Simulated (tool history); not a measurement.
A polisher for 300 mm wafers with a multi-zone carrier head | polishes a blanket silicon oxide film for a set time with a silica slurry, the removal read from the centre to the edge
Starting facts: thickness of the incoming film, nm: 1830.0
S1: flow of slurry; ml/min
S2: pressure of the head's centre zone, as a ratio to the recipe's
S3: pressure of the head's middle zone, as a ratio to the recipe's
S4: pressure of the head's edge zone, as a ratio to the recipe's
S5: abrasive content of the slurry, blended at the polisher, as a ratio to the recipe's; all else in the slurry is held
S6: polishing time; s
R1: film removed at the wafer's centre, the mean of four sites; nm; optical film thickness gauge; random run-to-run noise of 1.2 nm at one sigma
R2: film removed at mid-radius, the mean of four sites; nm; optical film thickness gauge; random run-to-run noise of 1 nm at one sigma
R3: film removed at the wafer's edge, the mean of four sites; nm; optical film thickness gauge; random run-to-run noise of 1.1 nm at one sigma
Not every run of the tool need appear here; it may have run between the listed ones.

Run 1, hour 0: S1 310 ml/min, S2 1, S3 1, S4 1, S5 1, S6 30 s. Result: R1 96.115 nm, R2 95.487 nm, R3 97.976 nm.
Run 2, hour 7.9: S1 310 ml/min, S2 1, S3 1, S4 1, S5 1, S6 25 s. Result: R1 80.749 nm, R2 80.369 nm, R3 81.891 nm.
Run 3, hour 11.6: S1 310 ml/min, S2 1, S3 1, S4 1, S5 0.9, S6 25 s. Result: R1 77.247 nm, R2 78.602 nm, R3 79.106 nm.
Run 4, hour 19.5: S1 310 ml/min, S2 1, S3 1, S4 1.05, S5 0.9, S6 25 s. Result: R1 78.999 nm, R2 77.535 nm, R3 80.129 nm.
Run 5, hour 25: S1 310 ml/min, S2 0.99, S3 1.01, S4 1.06, S5 1, S6 26 s. Result: R1 83.254 nm, R2 83.927 nm, R3 88.334 nm.
Run 6, hour 27.9: S1 315 ml/min, S2 1, S3 1.03, S4 1.07, S5 1.1, S6 26 s. Result: R1 84.878 nm, R2 87.126 nm, R3 91.39 nm.
Run 7, hour 29.9: S1 315 ml/min, S2 1.02, S3 1.04, S4 1.08, S5 1.15, S6 26 s. Result: R1 88.342 nm, R2 88.23 nm, R3 93.426 nm.
Run 8, hour 37.6: S1 345 ml/min, S2 1.06, S3 1.13, S4 1.17, S5 1.4, S6 28 s. Result: R1 108.32 nm, R2 111.08 nm, R3 110.26 nm.
Run 9, hour 38.7: S1 345 ml/min, S2 1.06, S3 1.12, S4 1.17, S5 1.4, S6 28 s. Result: R1 105.24 nm, R2 109.82 nm, R3 110.57 nm.
Run 10, hour 39.8: S1 345 ml/min, S2 1.06, S3 1.11, S4 1.17, S5 1.4, S6 28 s. Result: R1 103.69 nm, R2 108.04 nm, R3 111.63 nm.
Run 11, hour 41.5: S1 345 ml/min, S2 1.07, S3 1.11, S4 1.17, S5 1.4, S6 28 s. Result: R1 107.05 nm, R2 110.15 nm, R3 109.4 nm.

Run 12, settings as shown, results not yet in. Your forecast:
Run 12, hour 43.9: S1 345 ml/min, S2 1.07, S3 1.1, S4 1.17, S5 1.4, S6 28 s. Result: R1 ?, R2 ?, R3 ?.

{"run 12": {"R1": 107.29, "R2": 108.43, "R3": 110.11}}
